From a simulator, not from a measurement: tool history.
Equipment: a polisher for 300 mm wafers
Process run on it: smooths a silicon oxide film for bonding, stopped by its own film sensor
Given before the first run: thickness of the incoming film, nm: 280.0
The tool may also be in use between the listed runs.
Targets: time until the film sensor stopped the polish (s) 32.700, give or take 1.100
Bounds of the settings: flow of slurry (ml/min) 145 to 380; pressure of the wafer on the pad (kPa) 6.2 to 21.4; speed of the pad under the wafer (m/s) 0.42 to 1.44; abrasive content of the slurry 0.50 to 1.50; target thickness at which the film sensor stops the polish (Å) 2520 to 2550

run,day,flow of slurry (ml/min),pressure of the wafer on the pad (kPa),speed of the pad under the wafer (m/s),abrasive content of the slurry,target thickness at which the film sensor stops the polish (Å),time until the film sensor stopped the polish (s)
1,0.000,245,13.8,0.92,1.00,2520,43.088
2,0.225,245,13.8,0.92,1.00,2550,38.635
3,0.550,245,14.5,0.92,1.00,2550,36.647
4,0.908,245,14.5,0.92,1.00,2520,40.175
5,1.217,245,15.2,0.92,1.00,2520,39.388
6,1.579,245,15.2,0.92,0.85,2520,41.292
7,1.800,245,15.9,0.92,0.85,2520,39.274
8,1.975,245,16.5,0.92,0.85,2520,37.489
9,2.217,245,17.2,0.92,0.85,2520,36.633
10,2.433,245,17.9,0.92,0.85,2520,35.583

Next run, 5 choices. One meets every target within its allowed miss, the rest don't. Which?
A,2.650,340,17.9,0.82,1.00,2540,?
B,2.650,205,21.4,0.76,1.10,2550,?
C,2.650,290,18.6,0.62,1.15,2550,?
D,2.650,245,18.6,0.74,0.75,2530,?
E,2.650,300,16.5,0.74,0.95,2550,?

move,time until the film sensor stopped the polish (s)
A,33.434
B,29.355
C,37.671
D,40.723
E,38.707
A: all results land within tolerance of their targets
B: the result that was furthest off in the last run now lies on the other side of its target
C: the biggest miss grows against the last run
D: the biggest miss grows against the last run
E: the biggest miss grows against the last run
Go with A: it meets all targets.

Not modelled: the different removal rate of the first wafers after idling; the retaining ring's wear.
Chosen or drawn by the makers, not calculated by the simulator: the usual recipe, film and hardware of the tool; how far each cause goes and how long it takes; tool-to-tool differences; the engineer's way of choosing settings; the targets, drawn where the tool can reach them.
